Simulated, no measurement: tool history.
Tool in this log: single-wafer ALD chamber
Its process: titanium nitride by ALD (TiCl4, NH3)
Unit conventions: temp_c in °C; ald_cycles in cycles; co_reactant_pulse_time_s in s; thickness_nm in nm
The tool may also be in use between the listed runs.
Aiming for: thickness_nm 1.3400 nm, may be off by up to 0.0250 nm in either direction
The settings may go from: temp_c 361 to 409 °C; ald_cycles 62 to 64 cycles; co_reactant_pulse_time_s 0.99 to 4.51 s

run    day  temp_c  ald_cycles  co_reactant_pulse_time_s  thickness_nm
  1  0.000     385          62                      2.75        1.4752
  2  0.371     385          64                      2.75        1.5301
  3  0.692     385          64                      3.39        1.5372
  4  0.946     381          64                      3.02        1.5225
  5  1.083     378          64                      2.70        1.4947
  6  1.271     375          64                      2.53        1.4757
  7  1.517     373          64                      2.42        1.4813
  8  1.583     371          64                      2.20        1.4551
  9  1.950     363          62                      1.32        1.2234
 10  2.208     365          62                      1.34        1.2527

Next run, 5 choices. One meets every target within its allowed miss, the rest don't. Which?
  A  2.467     361          62                      1.24             ?
  B  2.467     366          62                      1.48             ?
  C  2.467     362          62                      1.14             ?
  D  2.467     364          64                      1.48             ?
  E  2.467     361          62                      1.16             ?

move  thickness_nm
   A        1.1760
   B        1.2986
   C        1.1017
   D        1.3319
   E        1.1148
A: its largest miss is bigger than the last run's
B: closer than the last run, but not yet in spec
C: its largest miss is bigger than the last run's
D: every result lands within tolerance
E: its largest miss is bigger than the last run's
Go with D: it meets all targets.
